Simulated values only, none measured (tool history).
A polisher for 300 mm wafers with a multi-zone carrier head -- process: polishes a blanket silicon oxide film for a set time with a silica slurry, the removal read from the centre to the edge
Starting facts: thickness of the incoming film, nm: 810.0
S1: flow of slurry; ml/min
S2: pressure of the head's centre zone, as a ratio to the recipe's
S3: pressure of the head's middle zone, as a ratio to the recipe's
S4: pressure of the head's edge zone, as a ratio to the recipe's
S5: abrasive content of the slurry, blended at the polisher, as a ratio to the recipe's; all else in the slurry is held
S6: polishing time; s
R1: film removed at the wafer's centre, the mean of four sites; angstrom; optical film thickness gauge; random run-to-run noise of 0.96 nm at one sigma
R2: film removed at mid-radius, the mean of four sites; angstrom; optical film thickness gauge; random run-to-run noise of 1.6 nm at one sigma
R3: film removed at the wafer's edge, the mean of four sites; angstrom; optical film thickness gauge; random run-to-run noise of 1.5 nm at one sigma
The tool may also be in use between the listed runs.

run 1 day=0.000 | S1=305 S2=1.00 S3=1.00 S4=1.00 S5=1.00 S6=69 | R1=2495.8 R2=2431.0 R3=2411.5
run 2 day=0.142 | S1=305 S2=1.00 S3=0.93 S4=1.00 S5=1.00 S6=69 | R1=2493.5 R2=2357.2 R3=2417.9
run 3 day=0.367 | S1=290 S2=0.97 S3=0.90 S4=1.02 S5=0.85 S6=64 | R1=2079.1 R2=1977.4 R3=2100.0
run 4 day=0.612 | S1=280 S2=0.94 S3=0.88 S4=1.03 S5=0.75 S6=61 | R1=1796.9 R2=1721.5 R3=1891.7
run 5 day=0.633 | S1=280 S2=0.94 S3=0.88 S4=0.95 S5=0.75 S6=61 | R1=1764.7 R2=1696.2 R3=1797.4
run 6 day=0.804 | S1=280 S2=0.94 S3=0.97 S4=0.95 S5=0.75 S6=61 | R1=1788.1 R2=1875.9 R3=1833.8
run 7 day=0.904 | S1=270 S2=0.91 S3=0.93 S4=0.97 S5=0.70 S6=60 | R1=1623.2 R2=1693.1 R3=1719.4

Estimate the outcome of run 8 from the log above:
run 8 day=1.246 | S1=260 S2=0.89 S3=0.90 S4=0.99 S5=0.65 S6=60 | R1=? R2=? R3=?

Run 8 gave R1 1528.8 angstrom, R2 1632.1 angstrom, R3 1670.3 angstrom.

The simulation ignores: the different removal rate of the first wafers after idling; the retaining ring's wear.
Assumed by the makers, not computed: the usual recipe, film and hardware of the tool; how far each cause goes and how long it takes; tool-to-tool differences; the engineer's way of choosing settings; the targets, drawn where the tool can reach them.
